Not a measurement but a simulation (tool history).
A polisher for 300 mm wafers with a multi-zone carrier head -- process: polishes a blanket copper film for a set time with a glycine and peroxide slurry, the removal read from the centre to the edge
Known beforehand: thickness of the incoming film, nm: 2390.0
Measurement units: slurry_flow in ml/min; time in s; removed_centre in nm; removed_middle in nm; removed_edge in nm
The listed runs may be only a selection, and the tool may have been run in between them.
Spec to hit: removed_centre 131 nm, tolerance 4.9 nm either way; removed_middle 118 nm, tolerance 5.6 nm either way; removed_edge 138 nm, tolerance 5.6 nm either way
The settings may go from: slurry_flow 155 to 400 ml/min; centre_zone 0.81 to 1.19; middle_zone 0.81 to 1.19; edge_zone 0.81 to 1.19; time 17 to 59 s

run  hour  slurry_flow  centre_zone  middle_zone  edge_zone  time  removed_centre  removed_middle  removed_edge
  1     0          255            1            1          1    38          150.91          146.72        152.14
  2   2.6          255            1         0.96          1    38          153.47           144.4        153.02
  3   5.5          255         0.92         0.96          1    38          138.62          145.49        151.64
  4   8.5          255         0.84         0.96          1    38          125.15          141.61        152.54
  5  15.7          255         0.85         0.94          1    38          129.64          143.01        154.96
  6  19.9          295         0.85         0.94          1    38          133.27          143.33        153.61
  7  26.2          295         0.86         0.93          1    37          130.65          141.04        150.35
  8  34.5          290         0.87         0.92          1    36          127.46          133.58        144.37
  9  41.1          290         0.88         0.91          1    36          127.55          135.01        143.39

Which single option among these 5 for the next run brings every result within its allowed miss of target? Just one does.
  A  47.7          400         0.87         1.11       0.83    34               ?               ?             ?
  B  47.7          295         0.95         0.83       1.14    32               ?               ?             ?
  C  47.7          270         0.87         0.95       0.99    34               ?               ?             ?
  D  47.7          305         0.99         0.84       1.08    33               ?               ?             ?
  E  47.7          255         0.81          0.9       0.96    39               ?               ?             ?

move  removed_centre  removed_middle  removed_edge
   A          124.24          149.59        131.37
   B          124.09          111.84        141.55
   C          119.59          129.33         139.1
   D          133.86          116.62        142.34
   E          126.77          142.09        156.61
A: misses by more than the last run did
B: pushes the last run's worst result past its target
C: nearer than the last run, and not there yet
D: every result lands within tolerance
E: misses by more than the last run did
Answer: D
